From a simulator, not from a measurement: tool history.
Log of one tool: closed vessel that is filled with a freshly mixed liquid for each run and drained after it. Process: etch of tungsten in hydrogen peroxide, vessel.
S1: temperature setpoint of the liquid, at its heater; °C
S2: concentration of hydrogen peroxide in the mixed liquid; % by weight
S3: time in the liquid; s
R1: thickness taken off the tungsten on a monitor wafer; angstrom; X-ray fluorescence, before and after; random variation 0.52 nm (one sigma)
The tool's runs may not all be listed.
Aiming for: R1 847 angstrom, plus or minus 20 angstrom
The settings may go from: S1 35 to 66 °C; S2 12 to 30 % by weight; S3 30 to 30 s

run,hour,S1,S2,S3,R1
1,0,51,23,30,549.71
2,4.9,53,23,30,617.56
3,9.8,47,23,30,432.13
4,13.6,50,23,30,516.76
5,17.4,50,23,30,520.23
6,24.4,46.5,23,30,417.61
7,30.1,49.5,23,30,499.35
8,31.3,52,23,30,584.9
9,36.7,53.5,23,30,638.09
10,43.6,59,23,30,883.2

Which one of the following 4 next-run settings gets every result inside its allowed miss? There is exactly one.
A,50.5,57,27,30,?
B,50.5,58.5,20.5,30,?
C,50.5,57,23.5,30,?
D,50.5,55,29,30,?

move,R1
A,854.29
B,812.41
C,797
D,786.96
A: all results in spec
B: takes the biggest miss from the last run beyond its target
C: takes the biggest miss from the last run beyond its target
D: takes the biggest miss from the last run beyond its target
The move that meets every target is A.
